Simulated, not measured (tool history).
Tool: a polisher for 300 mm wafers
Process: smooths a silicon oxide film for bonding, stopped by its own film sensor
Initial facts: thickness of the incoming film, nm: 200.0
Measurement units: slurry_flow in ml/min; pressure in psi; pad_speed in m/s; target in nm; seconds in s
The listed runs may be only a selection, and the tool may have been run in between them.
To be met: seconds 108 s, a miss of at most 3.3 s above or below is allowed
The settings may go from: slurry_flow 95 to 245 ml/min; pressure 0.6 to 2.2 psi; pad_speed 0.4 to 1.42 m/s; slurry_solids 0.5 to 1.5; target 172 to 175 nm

run	hour	slurry_flow	pressure	pad_speed	slurry_solids	target	seconds
1	0	155	1.4	0.9	1	172	63.216
2	1.3	155	1.4	0.9	1	172	63.686
3	4.7	155	1.4	0.9	1	172	63.213
4	13.3	155	1.1	0.9	1	172	72.085
5	16	155	1.1	1.1	1	172	62.741
6	18.3	185	1.1	1.1	1	172	61.938
7	21.1	185	1	1.06	1	172	67.226
8	22.7	185	1	1.02	1	172	67.696
9	23.8	185	1	1.02	1	172	68.859
10	29	185	1	0.98	1	172	69.782
11	33.5	180	1	0.94	1	172	71.692

4 next moves are on the table. One of them brings every result within its allowed miss. Which?
A	38	155	0.9	0.6	0.85	173	?
B	38	140	0.9	0.84	0.65	173	?
C	38	165	0.9	0.56	0.85	173	?
D	38	180	0.6	0.6	1.2	172	?

move	seconds
A	113.46
B	108.77
C	117.81
D	115.21
A: moves the result that the last run missed by most past its target, out the other side
B: all results land within tolerance of their targets
C: moves the result that the last run missed by most past its target, out the other side
D: moves the result that the last run missed by most past its target, out the other side
Move B is the one to make.
